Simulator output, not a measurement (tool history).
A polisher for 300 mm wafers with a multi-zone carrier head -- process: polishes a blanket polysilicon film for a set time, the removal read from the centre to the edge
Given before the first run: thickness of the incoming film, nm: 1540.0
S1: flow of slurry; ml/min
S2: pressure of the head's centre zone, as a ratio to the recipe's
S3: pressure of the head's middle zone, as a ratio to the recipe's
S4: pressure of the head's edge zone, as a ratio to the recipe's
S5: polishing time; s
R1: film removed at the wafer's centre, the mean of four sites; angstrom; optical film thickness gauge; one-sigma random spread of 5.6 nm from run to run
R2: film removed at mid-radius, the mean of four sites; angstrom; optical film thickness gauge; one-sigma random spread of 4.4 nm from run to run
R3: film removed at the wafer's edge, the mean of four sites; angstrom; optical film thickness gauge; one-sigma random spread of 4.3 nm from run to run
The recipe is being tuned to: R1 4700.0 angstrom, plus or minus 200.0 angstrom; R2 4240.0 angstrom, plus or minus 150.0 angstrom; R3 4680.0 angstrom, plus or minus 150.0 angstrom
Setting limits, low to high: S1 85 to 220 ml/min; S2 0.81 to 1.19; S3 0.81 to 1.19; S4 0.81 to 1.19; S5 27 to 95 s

{"run": 1, "hour": 0.0, "S1": 140, "S2": 1.0, "S3": 1.0, "S4": 1.0, "S5": 61, "R1": 3673.3, "R2": 3682.4, "R3": 3634.1}
{"run": 2, "hour": 5.3, "S1": 140, "S2": 1.0, "S3": 1.0, "S4": 1.06, "S5": 61, "R1": 3651.0, "R2": 3642.6, "R3": 3670.4}
{"run": 3, "hour": 6.2, "S1": 140, "S2": 1.0, "S3": 1.0, "S4": 1.01, "S5": 61, "R1": 3582.8, "R2": 3684.6, "R3": 3656.4}
{"run": 4, "hour": 7.3, "S1": 150, "S2": 1.0, "S3": 0.97, "S4": 1.04, "S5": 64, "R1": 3842.3, "R2": 3809.1, "R3": 3892.3}
{"run": 5, "hour": 11.0, "S1": 160, "S2": 1.01, "S3": 0.95, "S4": 1.07, "S5": 66, "R1": 4103.2, "R2": 3894.2, "R3": 4082.7}
{"run": 6, "hour": 17.4, "S1": 160, "S2": 1.01, "S3": 0.95, "S4": 0.99, "S5": 66, "R1": 4035.5, "R2": 3942.8, "R3": 3973.4}
{"run": 7, "hour": 21.9, "S1": 165, "S2": 1.01, "S3": 0.94, "S4": 1.03, "S5": 68, "R1": 4199.4, "R2": 4036.7, "R3": 4199.4}
{"run": 8, "hour": 24.7, "S1": 175, "S2": 1.02, "S3": 0.93, "S4": 1.06, "S5": 69, "R1": 4335.4, "R2": 4067.9, "R3": 4293.6}

Next run, 4 choices. One meets every target within its allowed miss, the rest don't. Which?
{"run": "A", "hour": 27.5, "S1": 180, "S2": 1.17, "S3": 0.88, "S4": 1.03, "S5": 77, "R1": "?", "R2": "?", "R3": "?"}
{"run": "B", "hour": 27.5, "S1": 140, "S2": 1.0, "S3": 0.87, "S4": 1.09, "S5": 73, "R1": "?", "R2": "?", "R3": "?"}
{"run": "C", "hour": 27.5, "S1": 105, "S2": 1.06, "S3": 0.92, "S4": 1.06, "S5": 81, "R1": "?", "R2": "?", "R3": "?"}
{"run": "D", "hour": 27.5, "S1": 220, "S2": 1.0, "S3": 1.06, "S4": 0.88, "S5": 62, "R1": "?", "R2": "?", "R3": "?"}

move=A R1=5528.8 R2=4470.1 R3=4820.8
move=B R1=4360.6 R2=4017.1 R3=4516.3
move=C R1=4688.8 R2=4310.8 R3=4717.8
move=D R1=4038.1 R2=4212.4 R3=3742.3
A: brings the result that was furthest off to its target, and leaves another outside
B: closes in on the targets versus the last run, not all within tolerance yet
C: all results land within tolerance of their targets
D: lands further from the targets than the last run did
So the answer is move C, the one that meets all the targets.

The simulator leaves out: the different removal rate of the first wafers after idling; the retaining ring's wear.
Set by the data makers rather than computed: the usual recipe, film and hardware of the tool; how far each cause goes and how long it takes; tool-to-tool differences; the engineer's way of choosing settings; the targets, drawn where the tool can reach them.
